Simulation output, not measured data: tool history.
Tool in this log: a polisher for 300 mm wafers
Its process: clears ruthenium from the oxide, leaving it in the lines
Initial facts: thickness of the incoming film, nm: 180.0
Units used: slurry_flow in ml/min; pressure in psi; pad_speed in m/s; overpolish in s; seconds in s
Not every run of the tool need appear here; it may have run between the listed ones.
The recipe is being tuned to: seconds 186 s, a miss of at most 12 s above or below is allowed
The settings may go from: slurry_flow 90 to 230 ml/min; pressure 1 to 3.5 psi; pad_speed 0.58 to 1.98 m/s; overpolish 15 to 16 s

run 1 hour=0 | slurry_flow=150 pressure=2.2 pad_speed=1.28 overpolish=15 | seconds=138.88
run 2 hour=8.4 | slurry_flow=150 pressure=2.2 pad_speed=1.06 overpolish=15 | seconds=166.94
run 3 hour=10.7 | slurry_flow=150 pressure=2.1 pad_speed=1.06 overpolish=15 | seconds=174.41
run 4 hour=16.4 | slurry_flow=150 pressure=2.1 pad_speed=1.24 overpolish=15 | seconds=149.21
run 5 hour=21.8 | slurry_flow=150 pressure=2.1 pad_speed=1.24 overpolish=16 | seconds=148.1
run 6 hour=29 | slurry_flow=150 pressure=2.3 pad_speed=1.24 overpolish=16 | seconds=138.47
run 7 hour=32.6 | slurry_flow=150 pressure=2.1 pad_speed=1.22 overpolish=16 | seconds=149.01
run 8 hour=41.6 | slurry_flow=150 pressure=2.1 pad_speed=1.22 overpolish=16 | seconds=149.11
run 9 hour=46.7 | slurry_flow=150 pressure=1.9 pad_speed=1.2 overpolish=16 | seconds=175.19

4 candidate next runs follow, results not yet known. Just one meets every target within its allowed miss. Identify it.
run A hour=51.8 | slurry_flow=160 pressure=1.7 pad_speed=1.32 overpolish=16 | seconds=?
run B hour=51.8 | slurry_flow=175 pressure=1.7 pad_speed=1.36 overpolish=16 | seconds=?
run C hour=51.8 | slurry_flow=165 pressure=1.7 pad_speed=1 overpolish=16 | seconds=?
run D hour=51.8 | slurry_flow=205 pressure=1.6 pad_speed=1.22 overpolish=15 | seconds=?

move=A seconds=169.38
move=B seconds=162.09
move=C seconds=220.35
move=D seconds=186.54
A: further off than the last run
B: further off than the last run
C: the result that was furthest off in the last run now lies on the other side of its target
D: each result inside its tolerance
So the answer is move D, the one that meets all the targets.

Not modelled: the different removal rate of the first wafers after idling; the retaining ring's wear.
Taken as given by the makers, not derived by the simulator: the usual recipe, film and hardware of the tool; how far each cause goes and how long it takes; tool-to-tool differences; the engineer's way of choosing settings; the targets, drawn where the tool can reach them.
